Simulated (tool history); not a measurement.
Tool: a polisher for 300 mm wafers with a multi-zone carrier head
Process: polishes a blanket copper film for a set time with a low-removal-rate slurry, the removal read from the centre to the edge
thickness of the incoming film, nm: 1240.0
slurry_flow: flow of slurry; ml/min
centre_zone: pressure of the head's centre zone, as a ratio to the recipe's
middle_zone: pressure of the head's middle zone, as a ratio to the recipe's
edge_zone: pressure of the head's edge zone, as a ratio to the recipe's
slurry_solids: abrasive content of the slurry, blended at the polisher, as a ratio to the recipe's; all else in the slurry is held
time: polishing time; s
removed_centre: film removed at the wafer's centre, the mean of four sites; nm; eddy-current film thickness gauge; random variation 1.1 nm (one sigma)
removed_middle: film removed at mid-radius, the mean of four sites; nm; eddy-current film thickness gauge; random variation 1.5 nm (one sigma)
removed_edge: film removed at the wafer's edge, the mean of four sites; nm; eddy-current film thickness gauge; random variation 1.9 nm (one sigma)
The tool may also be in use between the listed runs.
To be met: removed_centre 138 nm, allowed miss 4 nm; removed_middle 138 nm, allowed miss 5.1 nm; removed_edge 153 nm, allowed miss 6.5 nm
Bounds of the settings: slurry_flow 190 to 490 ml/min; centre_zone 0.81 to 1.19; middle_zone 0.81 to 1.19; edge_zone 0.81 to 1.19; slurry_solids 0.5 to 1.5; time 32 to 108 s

run	day	slurry_flow	centre_zone	middle_zone	edge_zone	slurry_solids	time	removed_centre	removed_middle	removed_edge
1	0	315	1	1	1	1	70	190.7	190.26	186.57
2	0.342	315	0.99	0.98	0.99	0.95	70	189.25	185.72	183.44
3	0.654	315	0.99	0.98	0.99	0.95	58	155.89	151.22	153.97
4	0.996	310	0.98	0.97	0.99	0.95	58	154.96	147.71	152.7
5	1.288	310	0.98	1.02	0.99	0.95	58	156.33	156.39	151.48
6	1.388	310	1.06	1.02	0.99	0.95	58	161.62	155.38	152.89
7	1.575	305	1.04	1.01	1	0.95	58	159.64	154.92	156.84
8	1.888	300	1.03	1	1.01	0.95	58	162.81	151.54	154.19
9	2.238	390	0.93	0.97	1.11	0.75	57	144.76	143.81	156.81
10	2.575	390	0.93	0.97	1.11	0.75	57	142.79	144	152.02
11	2.6	385	0.93	0.97	1.11	0.75	57	144.43	143.66	153.13
12	2.958	385	0.92	0.97	1.11	0.75	57	141.98	143.17	154.02

4 next moves are on the table. One of them brings every result within its allowed miss. Which?
A	3.317	275	0.91	0.93	1.12	0.7	54	?	?	?
B	3.317	415	0.95	1	1.16	0.6	59	?	?	?
C	3.317	425	0.86	0.97	1.19	0.6	56	?	?	?
D	3.317	400	0.87	0.93	1.09	0.6	59	?	?	?

move	removed_centre	removed_middle	removed_edge
A	128.21	123.88	142.21
B	146.76	145.65	158.47
C	130.65	135.05	152.51
D	137.96	136.8	153.77
A: takes the result that was furthest off past its target
B: further off than the last run
C: brings the result that was furthest off to its target, and leaves another outside
D: meets every target
Answer: D
